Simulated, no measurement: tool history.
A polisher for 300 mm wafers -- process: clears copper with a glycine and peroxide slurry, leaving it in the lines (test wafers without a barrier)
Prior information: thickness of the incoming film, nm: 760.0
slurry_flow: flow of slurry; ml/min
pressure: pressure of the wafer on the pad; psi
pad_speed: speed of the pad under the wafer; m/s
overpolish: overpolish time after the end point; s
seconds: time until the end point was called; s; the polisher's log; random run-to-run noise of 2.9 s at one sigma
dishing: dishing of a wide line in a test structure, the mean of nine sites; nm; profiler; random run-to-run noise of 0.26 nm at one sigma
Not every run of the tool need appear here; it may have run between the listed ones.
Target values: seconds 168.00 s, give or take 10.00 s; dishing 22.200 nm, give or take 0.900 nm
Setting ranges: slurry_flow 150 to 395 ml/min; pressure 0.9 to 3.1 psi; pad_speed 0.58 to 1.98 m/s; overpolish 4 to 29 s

run  hour  slurry_flow  pressure  pad_speed  overpolish  seconds  dishing
  1   0.0          250       2.0       1.28          15   148.78   39.313
  2   6.5          250       2.0       1.06          15   164.30   36.227
  3  13.2          250       1.8       1.06          15   183.00   34.895
  4  18.4          250       1.8       0.92          15   202.08   31.980
  5  22.1          200       1.8       0.92          15   213.07   30.979
  6  30.4          160       1.8       0.92          15   220.44   30.378
  7  35.9          180       1.9       0.90          13   218.37   27.819
  8  40.1          205       2.1       0.88          11   197.60   25.757
  9  45.8          220       2.2       0.86          10   192.94   24.360
 10  46.4          225       2.6       0.86           6   169.67   17.218
 11  50.7          230       2.5       0.92           6   163.54   18.005
 12  52.0          230       2.3       0.98          12   166.88   30.808

Exactly one of the 5 candidate moves below puts every result within its allowed miss. Which one?
  A  53.3          265       2.5       0.88          17        ?        ?
  B  53.3          245       2.1       1.02           8        ?        ?
  C  53.3          210       2.0       1.12          17        ?        ?
  D  53.3          175       1.9       1.28          19        ?        ?
  E  53.3          220       2.4       1.02           9        ?        ?

move  seconds  dishing
   A   166.53   40.107
   B   169.32   22.228
   C   166.14   39.619
   D   159.49   43.227
   E   156.08   26.140
A: moves away from the targets compared with the last run
B: each result inside its tolerance
C: moves away from the targets compared with the last run
D: moves away from the targets compared with the last run
E: moves toward the targets from the last run without getting all of them in spec
So the answer is move B, the one that meets all the targets.
